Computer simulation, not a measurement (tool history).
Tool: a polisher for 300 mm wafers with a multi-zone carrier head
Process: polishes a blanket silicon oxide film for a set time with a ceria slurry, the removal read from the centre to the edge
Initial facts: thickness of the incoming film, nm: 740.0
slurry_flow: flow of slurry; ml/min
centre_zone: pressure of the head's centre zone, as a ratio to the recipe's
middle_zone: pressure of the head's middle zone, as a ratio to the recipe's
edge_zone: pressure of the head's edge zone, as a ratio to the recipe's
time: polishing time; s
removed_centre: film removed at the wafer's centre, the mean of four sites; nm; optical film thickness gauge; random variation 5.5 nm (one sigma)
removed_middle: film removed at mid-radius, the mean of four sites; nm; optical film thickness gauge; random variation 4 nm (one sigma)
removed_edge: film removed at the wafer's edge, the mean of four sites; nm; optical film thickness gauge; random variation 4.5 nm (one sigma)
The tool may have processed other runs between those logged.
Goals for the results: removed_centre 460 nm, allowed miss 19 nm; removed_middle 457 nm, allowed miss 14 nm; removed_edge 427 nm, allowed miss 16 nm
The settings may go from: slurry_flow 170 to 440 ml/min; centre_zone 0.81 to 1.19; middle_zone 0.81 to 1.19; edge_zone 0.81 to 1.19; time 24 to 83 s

Run 1, hour 0: slurry_flow 280 ml/min, centre_zone 1, middle_zone 1, edge_zone 1, time 53 s. Result: removed_centre 301.37 nm, removed_middle 303.42 nm, removed_edge 284.28 nm.
Run 2, hour 1.9: slurry_flow 280 ml/min, centre_zone 0.92, middle_zone 1, edge_zone 1, time 53 s. Result: removed_centre 266.56 nm, removed_middle 302.21 nm, removed_edge 285.63 nm.
Run 3, hour 2.9: slurry_flow 285 ml/min, centre_zone 0.95, middle_zone 1.02, edge_zone 1.03, time 57 s. Result: removed_centre 308.48 nm, removed_middle 327.05 nm, removed_edge 320.7 nm.
Run 4, hour 5.4: slurry_flow 285 ml/min, centre_zone 0.95, middle_zone 1.02, edge_zone 1.11, time 57 s. Result: removed_centre 309.3 nm, removed_middle 329.76 nm, removed_edge 331.34 nm.
Run 5, hour 14: slurry_flow 220 ml/min, centre_zone 0.95, middle_zone 1.02, edge_zone 1.11, time 57 s. Result: removed_centre 292.81 nm, removed_middle 316.01 nm, removed_edge 321.64 nm.
Run 6, hour 20.5: slurry_flow 220 ml/min, centre_zone 0.95, middle_zone 1.02, edge_zone 1.05, time 57 s. Result: removed_centre 295.38 nm, removed_middle 316.49 nm, removed_edge 314.04 nm.
Run 7, hour 27.5: slurry_flow 240 ml/min, centre_zone 0.98, middle_zone 1.06, edge_zone 1.07, time 59 s. Result: removed_centre 321.35 nm, removed_middle 335.16 nm, removed_edge 335 nm.
Run 8, hour 28.9: slurry_flow 275 ml/min, centre_zone 0.99, middle_zone 1.09, edge_zone 1.05, time 61 s. Result: removed_centre 344.61 nm, removed_middle 366.45 nm, removed_edge 345.32 nm.
Run 9, hour 34.1: slurry_flow 275 ml/min, centre_zone 0.99, middle_zone 1.09, edge_zone 1.05, time 61 s. Result: removed_centre 338.65 nm, removed_middle 365.29 nm, removed_edge 341.44 nm.

Next run, 5 choices. One meets every target within its allowed miss, the rest don't. Which?
Run A, hour 39.3: slurry_flow 355 ml/min, centre_zone 1.04, middle_zone 1.19, edge_zone 1, time 76 s. Result: removed_centre ?, removed_middle ?, removed_edge ?.
Run B, hour 39.3: slurry_flow 255 ml/min, centre_zone 1.14, middle_zone 0.94, edge_zone 1.17, time 81 s. Result: removed_centre ?, removed_middle ?, removed_edge ?.
Run C, hour 39.3: slurry_flow 270 ml/min, centre_zone 1.11, middle_zone 1.14, edge_zone 1.13, time 74 s. Result: removed_centre ?, removed_middle ?, removed_edge ?.
Run D, hour 39.3: slurry_flow 285 ml/min, centre_zone 1.06, middle_zone 0.96, edge_zone 1.19, time 76 s. Result: removed_centre ?, removed_middle ?, removed_edge ?.
Run E, hour 39.3: slurry_flow 295 ml/min, centre_zone 1.11, middle_zone 1.05, edge_zone 1.12, time 73 s. Result: removed_centre ?, removed_middle ?, removed_edge ?.

move  removed_centre  removed_middle  removed_edge
   A          449.49          503.39        421.21
   B          504.66          435.07        474.13
   C          452.92          461.08        426.76
   D          446.68          420.16        453.32
   E          451.57          432.27        422.77
A: carries the result that was furthest off beyond its target, to the other side
B: closes in on the targets versus the last run, not all within tolerance yet
C: every result lands within tolerance
D: closes in on the targets versus the last run, not all within tolerance yet
E: closes in on the targets versus the last run, not all within tolerance yet
Move C is the one to make.
